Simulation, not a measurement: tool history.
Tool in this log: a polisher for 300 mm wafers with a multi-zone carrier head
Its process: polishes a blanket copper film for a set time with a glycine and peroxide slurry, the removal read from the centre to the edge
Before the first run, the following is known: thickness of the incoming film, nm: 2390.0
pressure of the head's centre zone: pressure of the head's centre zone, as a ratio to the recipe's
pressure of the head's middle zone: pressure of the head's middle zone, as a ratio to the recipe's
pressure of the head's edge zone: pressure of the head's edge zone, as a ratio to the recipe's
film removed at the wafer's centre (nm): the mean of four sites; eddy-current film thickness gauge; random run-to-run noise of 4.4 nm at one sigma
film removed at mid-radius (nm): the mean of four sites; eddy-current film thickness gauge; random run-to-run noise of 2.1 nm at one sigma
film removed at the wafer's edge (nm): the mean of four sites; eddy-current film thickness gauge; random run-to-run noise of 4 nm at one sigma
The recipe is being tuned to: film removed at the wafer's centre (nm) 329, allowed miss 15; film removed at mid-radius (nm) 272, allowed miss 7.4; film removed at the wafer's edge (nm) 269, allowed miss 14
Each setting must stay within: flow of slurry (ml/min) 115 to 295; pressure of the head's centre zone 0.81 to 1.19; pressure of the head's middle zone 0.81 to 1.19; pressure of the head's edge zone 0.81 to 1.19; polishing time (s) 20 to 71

run	day	flow of slurry (ml/min)	pressure of the head's centre zone	pressure of the head's middle zone	pressure of the head's edge zone	polishing time (s)	film removed at the wafer's centre (nm)	film removed at mid-radius (nm)	film removed at the wafer's edge (nm)
1	0	190	1	1	1	45	357.9	359.01	349.19
2	0.346	185	1.03	0.97	0.95	43	351.96	333.73	327.99
3	0.375	185	1.03	0.97	0.9	43	356.52	327.22	325.87
4	0.667	185	1.03	1.05	0.9	43	346.7	356.3	316.96
5	1.012	180	1.06	1.02	0.88	41	333.09	326.59	298.09
6	1.217	180	1.01	1.02	0.88	41	323.67	325.13	305.81
7	1.275	175	1.05	0.99	0.86	40	328.36	309.06	282.65
8	1.65	165	1.05	0.96	0.86	40	330.9	300.7	285.32
9	1.971	155	1.09	0.89	0.82	37	303.42	257.76	249.4
10	2.042	165	1.1	0.89	0.84	37	313.71	258.68	255.83

Which one of the following 4 next-run settings gets every result inside its allowed miss? There is exactly one.
A	2.112	160	1.14	0.85	0.86	38	?	?	?
B	2.112	160	1.16	0.87	0.9	37	?	?	?
C	2.112	225	1.03	0.82	1.01	39	?	?	?
D	2.112	190	1.12	0.91	0.86	37	?	?	?

move	film removed at the wafer's centre (nm)	film removed at mid-radius (nm)	film removed at the wafer's edge (nm)
A	331.7	257.32	271.32
B	328.72	255.35	269.63
C	327.77	271.71	313.32
D	328.97	273.67	270.2
A: its largest miss is bigger than the last run's
B: its largest miss is bigger than the last run's
C: meets the target for the result that was furthest off, but another lies outside its allowed miss
D: every result lands within tolerance
Move D is the one to make.

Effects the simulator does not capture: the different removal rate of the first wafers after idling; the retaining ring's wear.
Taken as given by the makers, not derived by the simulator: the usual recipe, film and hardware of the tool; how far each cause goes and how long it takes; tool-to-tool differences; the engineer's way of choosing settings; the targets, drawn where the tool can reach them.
